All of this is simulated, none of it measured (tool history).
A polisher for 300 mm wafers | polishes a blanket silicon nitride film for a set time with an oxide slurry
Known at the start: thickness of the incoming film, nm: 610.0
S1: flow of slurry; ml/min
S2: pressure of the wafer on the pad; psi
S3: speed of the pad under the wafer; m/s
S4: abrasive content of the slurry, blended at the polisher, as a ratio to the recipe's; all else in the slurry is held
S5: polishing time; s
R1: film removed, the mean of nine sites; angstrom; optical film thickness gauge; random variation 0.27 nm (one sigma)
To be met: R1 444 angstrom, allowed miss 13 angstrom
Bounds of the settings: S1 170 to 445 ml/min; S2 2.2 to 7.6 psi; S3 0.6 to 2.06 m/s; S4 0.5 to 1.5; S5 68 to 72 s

run,hour,S1,S2,S3,S4,S5,R1
1,0,285,4.9,1.32,1,68,700.21
2,5.4,285,4.5,1.32,1,68,640.73
3,8.9,285,4.5,1.32,1,68,645.71
4,14.7,285,4.2,1.32,1,68,598.16
5,21.3,285,4.2,1.32,1,68,604.11
6,25,285,3.9,1.32,1,68,561.94
7,26,285,3.7,1.32,1,68,534.05
8,31.7,285,3.5,1.32,1,68,505.34
9,39.9,285,3.4,1.32,1,68,486.05
10,41.6,285,3.3,1.32,1,68,473.83
11,48.7,285,3.3,1.32,1,68,479.62
12,49.9,285,3.2,1.32,1,68,463.71

4 next moves are on the table. One of them brings every result within its allowed miss. Which?
A,51.1,240,3.6,1.08,1.2,70,?
B,51.1,340,3.1,1.36,0.85,68,?
C,51.1,280,3.2,1.34,1.05,72,?
D,51.1,265,3,1.44,1.05,68,?

move,R1
A,478.54
B,446.41
C,507.83
D,475.42
A: further off than the last run
B: meets every target
C: further off than the last run
D: further off than the last run
The right move is B.

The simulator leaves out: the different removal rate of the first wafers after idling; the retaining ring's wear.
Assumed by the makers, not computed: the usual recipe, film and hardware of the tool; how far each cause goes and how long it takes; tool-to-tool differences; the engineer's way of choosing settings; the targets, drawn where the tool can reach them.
